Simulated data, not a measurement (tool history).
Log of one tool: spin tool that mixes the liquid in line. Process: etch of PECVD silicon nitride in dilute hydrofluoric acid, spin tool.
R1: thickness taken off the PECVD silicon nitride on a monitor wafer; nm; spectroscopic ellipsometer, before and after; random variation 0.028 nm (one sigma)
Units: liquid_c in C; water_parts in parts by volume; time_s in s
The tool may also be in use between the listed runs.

{"run": 1, "hour": 0.0, "liquid_c": 22.0, "water_parts": 140, "time_s": 80, "R1": 0.82293}
{"run": 2, "hour": 2.2, "liquid_c": 22.0, "water_parts": 140, "time_s": 80, "R1": 0.81356}
{"run": 3, "hour": 3.5, "liquid_c": 22.0, "water_parts": 140, "time_s": 60, "R1": 0.61816}
{"run": 4, "hour": 6.1, "liquid_c": 24.0, "water_parts": 125, "time_s": 60, "R1": 0.78588}
{"run": 5, "hour": 7.2, "liquid_c": 26.0, "water_parts": 125, "time_s": 60, "R1": 0.89733}
{"run": 6, "hour": 11.5, "liquid_c": 27.0, "water_parts": 110, "time_s": 60, "R1": 1.1007}

Run 7 has not been measured yet. What should we expect?
{"run": 7, "hour": 16.9, "liquid_c": 27.5, "water_parts": 105, "time_s": 60, "R1": "?"}

R1: 1.19690 nm

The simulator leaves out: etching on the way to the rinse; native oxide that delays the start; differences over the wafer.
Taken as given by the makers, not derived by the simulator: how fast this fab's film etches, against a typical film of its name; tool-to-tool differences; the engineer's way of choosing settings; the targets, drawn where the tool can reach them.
